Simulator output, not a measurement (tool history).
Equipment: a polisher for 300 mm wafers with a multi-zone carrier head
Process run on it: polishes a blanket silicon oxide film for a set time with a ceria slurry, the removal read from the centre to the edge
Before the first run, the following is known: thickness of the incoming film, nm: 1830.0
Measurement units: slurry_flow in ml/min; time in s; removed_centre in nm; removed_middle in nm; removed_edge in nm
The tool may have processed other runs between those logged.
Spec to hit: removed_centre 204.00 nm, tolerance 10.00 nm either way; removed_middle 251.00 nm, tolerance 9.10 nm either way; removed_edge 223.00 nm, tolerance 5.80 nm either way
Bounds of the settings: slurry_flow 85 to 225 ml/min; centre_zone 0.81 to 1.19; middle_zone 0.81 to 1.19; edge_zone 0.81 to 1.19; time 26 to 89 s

{"run": 1, "hour": 0.0, "slurry_flow": 145, "centre_zone": 1.0, "middle_zone": 1.0, "edge_zone": 1.0, "time": 57, "removed_centre": 279.89, "removed_middle": 287.68, "removed_edge": 276.54}
{"run": 2, "hour": 2.5, "slurry_flow": 165, "centre_zone": 1.0, "middle_zone": 1.0, "edge_zone": 1.0, "time": 57, "removed_centre": 288.46, "removed_middle": 292.06, "removed_edge": 282.84}
{"run": 3, "hour": 11.0, "slurry_flow": 165, "centre_zone": 1.04, "middle_zone": 1.0, "edge_zone": 1.0, "time": 57, "removed_centre": 295.24, "removed_middle": 293.27, "removed_edge": 277.47}
{"run": 4, "hour": 11.8, "slurry_flow": 165, "centre_zone": 1.04, "middle_zone": 0.92, "edge_zone": 1.0, "time": 57, "removed_centre": 301.45, "removed_middle": 272.38, "removed_edge": 282.97}
{"run": 5, "hour": 18.7, "slurry_flow": 165, "centre_zone": 1.0, "middle_zone": 0.92, "edge_zone": 1.0, "time": 57, "removed_centre": 285.88, "removed_middle": 271.9, "removed_edge": 282.78}
{"run": 6, "hour": 20.1, "slurry_flow": 155, "centre_zone": 0.97, "middle_zone": 0.94, "edge_zone": 0.97, "time": 55, "removed_centre": 273.09, "removed_middle": 264.71, "removed_edge": 272.01}
{"run": 7, "hour": 24.4, "slurry_flow": 160, "centre_zone": 0.87, "middle_zone": 1.04, "edge_zone": 0.92, "time": 39, "removed_centre": 174.71, "removed_middle": 203.87, "removed_edge": 186.74}
{"run": 8, "hour": 30.6, "slurry_flow": 165, "centre_zone": 0.88, "middle_zone": 1.06, "edge_zone": 0.96, "time": 40, "removed_centre": 178.47, "removed_middle": 215.32, "removed_edge": 195.96}
{"run": 9, "hour": 32.7, "slurry_flow": 170, "centre_zone": 0.9, "middle_zone": 1.07, "edge_zone": 0.98, "time": 40, "removed_centre": 188.49, "removed_middle": 218.8, "removed_edge": 196.6}
{"run": 10, "hour": 39.5, "slurry_flow": 175, "centre_zone": 0.9, "middle_zone": 1.08, "edge_zone": 1.01, "time": 41, "removed_centre": 193.74, "removed_middle": 221.59, "removed_edge": 205.06}
{"run": 11, "hour": 47.1, "slurry_flow": 175, "centre_zone": 0.9, "middle_zone": 1.1, "edge_zone": 1.02, "time": 42, "removed_centre": 201.46, "removed_middle": 232.93, "removed_edge": 211.17}
{"run": 12, "hour": 50.4, "slurry_flow": 175, "centre_zone": 0.9, "middle_zone": 1.1, "edge_zone": 1.02, "time": 42, "removed_centre": 198.09, "removed_middle": 230.29, "removed_edge": 208.97}
{"run": 13, "hour": 51.8, "slurry_flow": 180, "centre_zone": 0.89, "middle_zone": 1.11, "edge_zone": 1.03, "time": 42, "removed_centre": 192.82, "removed_middle": 240.79, "removed_edge": 208.62}
{"run": 14, "hour": 59.1, "slurry_flow": 185, "centre_zone": 0.89, "middle_zone": 1.11, "edge_zone": 1.05, "time": 42, "removed_centre": 194.28, "removed_middle": 237.89, "removed_edge": 212.65}
{"run": 15, "hour": 67.5, "slurry_flow": 190, "centre_zone": 0.89, "middle_zone": 1.11, "edge_zone": 1.06, "time": 42, "removed_centre": 198.95, "removed_middle": 240.15, "removed_edge": 217.42}
{"run": 16, "hour": 72.3, "slurry_flow": 205, "centre_zone": 0.88, "middle_zone": 1.14, "edge_zone": 1.07, "time": 42, "removed_centre": 195.58, "removed_middle": 247.73, "removed_edge": 216.59}
{"run": 17, "hour": 80.8, "slurry_flow": 205, "centre_zone": 0.88, "middle_zone": 1.14, "edge_zone": 1.08, "time": 42, "removed_centre": 193.4, "removed_middle": 245.08, "removed_edge": 217.85}
{"run": 18, "hour": 85.1, "slurry_flow": 205, "centre_zone": 0.89, "middle_zone": 1.14, "edge_zone": 1.08, "time": 42, "removed_centre": 199.64, "removed_middle": 246.25, "removed_edge": 216.55}

Consider the 5 candidate settings below. Which is the only one whose results all fall within their allowed miss of target?
{"run": "A", "hour": 89.4, "slurry_flow": 205, "centre_zone": 0.98, "middle_zone": 1.14, "edge_zone": 1.08, "time": 41, "removed_centre": "?", "removed_middle": "?", "removed_edge": "?"}
{"run": "B", "hour": 89.4, "slurry_flow": 160, "centre_zone": 0.98, "middle_zone": 1.19, "edge_zone": 1.11, "time": 41, "removed_centre": "?", "removed_middle": "?", "removed_edge": "?"}
{"run": "C", "hour": 89.4, "slurry_flow": 215, "centre_zone": 0.87, "middle_zone": 1.12, "edge_zone": 1.07, "time": 41, "removed_centre": "?", "removed_middle": "?", "removed_edge": "?"}
{"run": "D", "hour": 89.4, "slurry_flow": 180, "centre_zone": 0.92, "middle_zone": 1.13, "edge_zone": 0.97, "time": 43, "removed_centre": "?", "removed_middle": "?", "removed_edge": "?"}
{"run": "E", "hour": 89.4, "slurry_flow": 190, "centre_zone": 0.89, "middle_zone": 1.12, "edge_zone": 1.07, "time": 44, "removed_centre": "?", "removed_middle": "?", "removed_edge": "?"}

move=A removed_centre=214.44 removed_middle=242.31 removed_edge=209.26
move=B removed_centre=207.91 removed_middle=244.53 removed_edge=207.20
move=C removed_centre=194.34 removed_middle=240.00 removed_edge=209.33
move=D removed_centre=209.37 removed_middle=248.70 removed_edge=208.30
move=E removed_centre=209.54 removed_middle=254.09 removed_edge=222.43
A: misses by more than the last run did
B: misses by more than the last run did
C: misses by more than the last run did
D: misses by more than the last run did
E: hits every target within its allowed miss
E is the move that brings every result within its allowed miss.
